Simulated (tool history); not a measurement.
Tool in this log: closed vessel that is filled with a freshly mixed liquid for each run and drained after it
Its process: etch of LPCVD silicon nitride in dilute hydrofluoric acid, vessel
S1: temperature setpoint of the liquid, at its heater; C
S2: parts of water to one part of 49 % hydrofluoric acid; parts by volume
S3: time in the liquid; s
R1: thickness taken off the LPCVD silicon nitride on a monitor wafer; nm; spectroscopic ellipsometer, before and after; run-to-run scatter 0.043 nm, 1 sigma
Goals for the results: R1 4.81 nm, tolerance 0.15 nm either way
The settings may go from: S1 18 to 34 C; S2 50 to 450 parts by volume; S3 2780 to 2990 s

run  hour    S1   S2    S3      R1
  1     0    26  250  2780  7.2517
  2   2.6    26  250  2990  7.7637
  3   4.3    26  250  2780  7.3273
  4  13.9    26  250  2990   7.904
  5  22.5    26  250  2990  7.8604
  6  27.7  23.5  250  2990  6.7339
  7  31.4  19.5  255  2990  5.1153
  8  40.9    19  255  2990  4.9775

Pick the move, out of 4, that brings all results within their allowed miss; only one does.
  A  50.4    20  295  2960   ?
  B  50.4    20  300  2990   ?
  C  50.4  18.5  250  2780   ?
  D  50.4  18.5  245  2920   ?

move      R1
   A  4.5934
   B  4.5652
   C  4.5931
   D   4.919
A: carries the result that was furthest off beyond its target, to the other side
B: carries the result that was furthest off beyond its target, to the other side
C: carries the result that was furthest off beyond its target, to the other side
D: all results in spec
Correct choice: D, which meets every target
